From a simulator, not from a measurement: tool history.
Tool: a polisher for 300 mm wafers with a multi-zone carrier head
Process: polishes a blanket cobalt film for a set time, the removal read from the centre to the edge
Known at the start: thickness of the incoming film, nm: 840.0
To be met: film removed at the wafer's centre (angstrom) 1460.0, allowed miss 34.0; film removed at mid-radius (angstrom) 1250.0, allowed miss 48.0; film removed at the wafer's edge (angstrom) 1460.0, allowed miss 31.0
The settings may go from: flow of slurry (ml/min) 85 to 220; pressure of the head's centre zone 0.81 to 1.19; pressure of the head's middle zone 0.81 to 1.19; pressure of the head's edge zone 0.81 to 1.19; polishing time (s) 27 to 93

| run | hour | flow of slurry (ml/min) | pressure of the head's centre zone | pressure of the head's middle zone | pressure of the head's edge zone | polishing time (s) | film removed at the wafer's centre (angstrom) | film removed at mid-radius (angstrom) | film removed at the wafer's edge (angstrom) |
|---|---|---|---|---|---|---|---|---|---|
| 1 | 0.0 | 140 | 1.00 | 1.00 | 1.00 | 59 | 1586.1 | 1540.0 | 1517.3 |
| 2 | 0.9 | 135 | 1.00 | 0.98 | 1.00 | 59 | 1570.8 | 1520.6 | 1530.7 |
| 3 | 5.8 | 155 | 1.00 | 0.98 | 1.00 | 59 | 1627.9 | 1562.5 | 1542.0 |
| 4 | 11.5 | 150 | 1.00 | 0.96 | 1.00 | 59 | 1602.7 | 1507.5 | 1548.5 |
| 5 | 14.1 | 145 | 1.00 | 0.95 | 0.99 | 59 | 1586.4 | 1488.1 | 1522.0 |
| 6 | 22.8 | 120 | 1.00 | 0.95 | 0.99 | 59 | 1523.1 | 1422.9 | 1502.5 |
| 7 | 23.4 | 115 | 1.00 | 0.94 | 0.99 | 59 | 1513.7 | 1388.1 | 1491.1 |
| 8 | 26.0 | 110 | 1.00 | 0.93 | 0.99 | 59 | 1488.5 | 1389.2 | 1467.9 |
| 9 | 29.1 | 110 | 1.00 | 0.93 | 0.99 | 59 | 1498.0 | 1364.0 | 1471.5 |
| 10 | 33.8 | 110 | 1.00 | 0.92 | 0.99 | 59 | 1469.9 | 1356.5 | 1452.2 |
| 11 | 35.7 | 110 | 1.00 | 0.91 | 1.00 | 59 | 1504.6 | 1348.1 | 1468.0 |
| 12 | 44.7 | 105 | 1.00 | 0.90 | 1.01 | 59 | 1457.6 | 1312.8 | 1475.6 |

4 next moves are on the table. One of them brings every result within its allowed miss. Which?
| A | 53.7 | 115 | 1.00 | 0.93 | 1.10 | 57 | ? | ? | ? |
| B | 53.7 | 110 | 0.94 | 0.91 | 0.99 | 59 | ? | ? | ? |
| C | 53.7 | 135 | 0.95 | 0.96 | 0.98 | 54 | ? | ? | ? |
| D | 53.7 | 85 | 1.02 | 0.84 | 0.97 | 62 | ? | ? | ? |

| move | film removed at the wafer's centre (angstrom) | film removed at mid-radius (angstrom) | film removed at the wafer's edge (angstrom) |
|---|---|---|---|
| A | 1461.2 | 1353.8 | 1492.8 |
| B | 1402.2 | 1363.0 | 1461.3 |
| C | 1372.5 | 1365.2 | 1377.2 |
| D | 1461.0 | 1246.6 | 1445.5 |
A: further off than the last run
B: further off than the last run
C: further off than the last run
D: meets every target
The right move is D.
